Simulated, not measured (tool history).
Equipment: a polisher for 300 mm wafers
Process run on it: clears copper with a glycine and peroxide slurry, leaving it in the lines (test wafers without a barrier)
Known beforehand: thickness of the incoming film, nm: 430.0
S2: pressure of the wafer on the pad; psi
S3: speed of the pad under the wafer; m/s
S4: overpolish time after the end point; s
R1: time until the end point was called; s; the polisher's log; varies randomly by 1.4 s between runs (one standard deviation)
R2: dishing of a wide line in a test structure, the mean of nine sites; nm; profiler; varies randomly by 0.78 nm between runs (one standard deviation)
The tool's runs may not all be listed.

Run 1, hour 0.0: flow of slurry (ml/min) 310, S2 2.9 psi, S3 1.10 m/s, S4 20 s. Result: R1 70.542 s, R2 82.273 nm.
Run 2, hour 4.0: flow of slurry (ml/min) 310, S2 3.2 psi, S3 1.10 m/s, S4 20 s. Result: R1 62.234 s, R2 87.877 nm.
Run 3, hour 12.6: flow of slurry (ml/min) 270, S2 3.2 psi, S3 1.10 m/s, S4 20 s. Result: R1 63.749 s, R2 88.221 nm.
Run 4, hour 14.0: flow of slurry (ml/min) 195, S2 3.2 psi, S3 1.10 m/s, S4 20 s. Result: R1 69.185 s, R2 81.596 nm.
Run 5, hour 21.6: flow of slurry (ml/min) 195, S2 2.9 psi, S3 1.10 m/s, S4 21 s. Result: R1 73.964 s, R2 79.926 nm.
Run 6, hour 27.9: flow of slurry (ml/min) 195, S2 2.9 psi, S3 1.10 m/s, S4 12 s. Result: R1 77.109 s, R2 51.547 nm.

Run 7 comes next. What will it give?
Run 7, hour 36.6: flow of slurry (ml/min) 195, S2 2.7 psi, S3 1.08 m/s, S4 15 s. Result: R1 ?, R2 ?.

{"run 7": {"R1": 79.142, "R2": 57.643}}
